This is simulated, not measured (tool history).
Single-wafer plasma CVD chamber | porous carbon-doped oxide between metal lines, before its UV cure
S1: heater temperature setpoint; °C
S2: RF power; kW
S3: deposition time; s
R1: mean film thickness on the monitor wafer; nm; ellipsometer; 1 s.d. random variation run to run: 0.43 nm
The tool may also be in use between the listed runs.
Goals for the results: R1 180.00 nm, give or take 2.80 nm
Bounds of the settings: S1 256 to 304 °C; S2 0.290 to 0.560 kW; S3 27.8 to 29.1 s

run,hour,S1,S2,S3,R1
1,0.0,280,0.425,29.1,154.42
2,1.2,278,0.425,29.1,156.02
3,9.5,276,0.425,29.1,157.25
4,11.4,276,0.395,29.1,147.57
5,16.1,276,0.395,29.1,146.71
6,17.2,276,0.340,29.1,127.39
7,19.2,274,0.350,29.1,132.27
8,23.4,262,0.420,29.1,170.08
9,26.5,261,0.420,29.1,170.98
10,30.1,258,0.425,29.1,175.30

Which single option among these 5 for the next run brings every result within its allowed miss of target? Just one does.
A,33.7,258,0.440,29.1,?
B,33.7,256,0.405,28.8,?
C,33.7,258,0.460,28.7,?
D,33.7,256,0.420,28.2,?
E,33.7,257,0.420,28.0,?

move,R1
A,180.71
B,167.80
C,185.17
D,170.02
E,167.83
A: all results land within tolerance of their targets
B: moves away from the targets compared with the last run
C: carries the result that was furthest off beyond its target, to the other side
D: moves away from the targets compared with the last run
E: moves away from the targets compared with the last run
Move A is the one to make.

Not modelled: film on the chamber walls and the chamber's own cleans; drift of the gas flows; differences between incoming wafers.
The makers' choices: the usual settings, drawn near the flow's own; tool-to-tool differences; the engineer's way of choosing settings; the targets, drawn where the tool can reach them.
